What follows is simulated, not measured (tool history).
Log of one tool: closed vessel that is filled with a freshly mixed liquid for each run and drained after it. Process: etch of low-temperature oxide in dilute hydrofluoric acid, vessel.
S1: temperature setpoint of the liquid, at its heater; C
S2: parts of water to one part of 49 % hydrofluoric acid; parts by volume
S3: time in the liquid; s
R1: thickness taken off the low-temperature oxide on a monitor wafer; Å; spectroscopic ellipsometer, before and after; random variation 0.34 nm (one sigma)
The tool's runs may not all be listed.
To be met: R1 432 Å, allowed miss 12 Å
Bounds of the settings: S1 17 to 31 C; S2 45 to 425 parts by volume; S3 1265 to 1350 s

run 1 hour=0 | S1=23 S2=235 S3=1265 | R1=843.5
run 2 hour=8.6 | S1=19.5 S2=235 S3=1265 | R1=742.56
run 3 hour=14.9 | S1=19.5 S2=185 S3=1265 | R1=994.89
run 4 hour=22.3 | S1=19.5 S2=125 S3=1265 | R1=1565.1
run 5 hour=30.2 | S1=22.5 S2=125 S3=1265 | R1=1764.5
run 6 hour=32.6 | S1=21.5 S2=165 S3=1265 | R1=1224
run 7 hour=37.1 | S1=17.5 S2=260 S3=1265 | R1=603.43
run 8 hour=41.3 | S1=17.5 S2=270 S3=1265 | R1=576.24
run 9 hour=50.4 | S1=17.5 S2=280 S3=1265 | R1=559.46
run 10 hour=59.5 | S1=17.5 S2=290 S3=1265 | R1=529.01

Which of these 4 next moves meets every target?
run A hour=68.6 | S1=18 S2=365 S3=1265 | R1=?
run B hour=68.6 | S1=17 S2=345 S3=1320 | R1=?
run C hour=68.6 | S1=17 S2=355 S3=1265 | R1=?
run D hour=68.6 | S1=17 S2=315 S3=1280 | R1=?

move=A R1=397.73
move=B R1=430.2
move=C R1=397.45
move=D R1=468.21
A: takes the result that was furthest off past its target
B: meets every target
C: takes the result that was furthest off past its target
D: nearer than the last run, and not there yet
The right move is B.
